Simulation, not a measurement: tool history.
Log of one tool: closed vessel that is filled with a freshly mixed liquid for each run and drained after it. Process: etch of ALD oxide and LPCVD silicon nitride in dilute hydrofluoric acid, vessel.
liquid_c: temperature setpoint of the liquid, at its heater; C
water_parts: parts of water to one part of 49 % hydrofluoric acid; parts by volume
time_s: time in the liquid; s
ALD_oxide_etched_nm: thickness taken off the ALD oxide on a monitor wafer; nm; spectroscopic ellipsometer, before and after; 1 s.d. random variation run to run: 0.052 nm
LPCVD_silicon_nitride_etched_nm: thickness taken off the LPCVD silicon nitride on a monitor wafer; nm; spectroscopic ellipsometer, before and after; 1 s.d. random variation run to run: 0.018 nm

run,hour,liquid_c,water_parts,time_s,ALD_oxide_etched_nm,LPCVD_silicon_nitride_etched_nm
1,0.0,22.0,115,110,23.311,0.36090
2,1.4,19.5,115,110,21.096,0.32604
3,7.5,19.5,115,80,15.261,0.16489
4,12.9,19.5,85,80,21.460,0.29207
5,21.6,17.0,85,80,19.326,0.22158
6,25.5,17.0,85,110,26.744,0.35171
7,27.8,17.0,135,110,15.823,0.21548
8,34.7,17.0,140,110,15.097,0.21471
# hour 36.2: hydrofluoric acid flow meter replaced
9,36.2,17.0,150,110,16.007,0.20050
10,45.0,17.5,155,110,15.594,0.20481
11,50.2,17.5,160,110,15.086,0.23034

What will run 12 give?
12,59.0,17.5,165,110,?,?

{"run 12": {"ALD_oxide_etched_nm": 14.599, "LPCVD_silicon_nitride_etched_nm": 0.18198}}
